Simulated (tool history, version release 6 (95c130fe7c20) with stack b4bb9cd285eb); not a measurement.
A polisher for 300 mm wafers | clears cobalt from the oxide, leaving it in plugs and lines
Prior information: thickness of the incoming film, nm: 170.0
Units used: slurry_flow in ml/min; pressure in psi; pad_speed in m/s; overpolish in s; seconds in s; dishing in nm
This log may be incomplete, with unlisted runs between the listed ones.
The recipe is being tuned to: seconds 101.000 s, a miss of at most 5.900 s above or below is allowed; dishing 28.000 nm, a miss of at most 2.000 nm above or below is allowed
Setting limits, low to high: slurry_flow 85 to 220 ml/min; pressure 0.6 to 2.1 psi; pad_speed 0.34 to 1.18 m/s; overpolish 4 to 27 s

run 1 hour=0.0 | slurry_flow=140 pressure=1.3 pad_speed=0.76 overpolish=14 | seconds=58.168 dishing=35.264
run 2 hour=6.9 | slurry_flow=140 pressure=1.6 pad_speed=0.76 overpolish=14 | seconds=48.456 dishing=39.965
run 3 hour=11.5 | slurry_flow=140 pressure=1.4 pad_speed=0.74 overpolish=15 | seconds=57.481 dishing=39.370
run 4 hour=13.1 | slurry_flow=140 pressure=1.7 pad_speed=0.74 overpolish=15 | seconds=46.472 dishing=44.932
run 5 hour=17.0 | slurry_flow=140 pressure=1.6 pad_speed=0.74 overpolish=15 | seconds=49.383 dishing=44.395
run 6 hour=26.0 | slurry_flow=140 pressure=1.4 pad_speed=0.72 overpolish=15 | seconds=58.537 dishing=37.738
run 7 hour=29.1 | slurry_flow=140 pressure=1.2 pad_speed=0.72 overpolish=15 | seconds=68.434 dishing=31.833
run 8 hour=35.4 | slurry_flow=140 pressure=1.1 pad_speed=0.72 overpolish=16 | seconds=72.149 dishing=32.965
run 9 hour=36.0 | slurry_flow=140 pressure=1.0 pad_speed=0.72 overpolish=17 | seconds=81.472 dishing=32.390
run 10 hour=44.2 | slurry_flow=140 pressure=0.9 pad_speed=0.72 overpolish=17 | seconds=89.544 dishing=30.537

Next run, 5 choices. One meets every target within its allowed miss, the rest don't. Which?
run A hour=52.4 | slurry_flow=120 pressure=1.0 pad_speed=0.74 overpolish=16 | seconds=? dishing=?
run B hour=52.4 | slurry_flow=85 pressure=0.7 pad_speed=0.74 overpolish=22 | seconds=? dishing=?
run C hour=52.4 | slurry_flow=115 pressure=1.0 pad_speed=0.60 overpolish=14 | seconds=? dishing=?
run D hour=52.4 | slurry_flow=135 pressure=0.6 pad_speed=0.84 overpolish=17 | seconds=? dishing=?
run E hour=52.4 | slurry_flow=105 pressure=0.8 pad_speed=0.74 overpolish=18 | seconds=? dishing=?

move=A seconds=80.640 dishing=30.389
move=B seconds=123.050 dishing=27.937
move=C seconds=99.237 dishing=22.762
move=D seconds=113.450 dishing=24.020
move=E seconds=102.780 dishing=27.423
A: moves away from the targets compared with the last run
B: the result that was furthest off in the last run now lies on the other side of its target
C: brings the result that was furthest off to its target, and leaves another outside
D: the result that was furthest off in the last run now lies on the other side of its target
E: all results land within tolerance of their targets
So the answer is move E, the one that meets all the targets.

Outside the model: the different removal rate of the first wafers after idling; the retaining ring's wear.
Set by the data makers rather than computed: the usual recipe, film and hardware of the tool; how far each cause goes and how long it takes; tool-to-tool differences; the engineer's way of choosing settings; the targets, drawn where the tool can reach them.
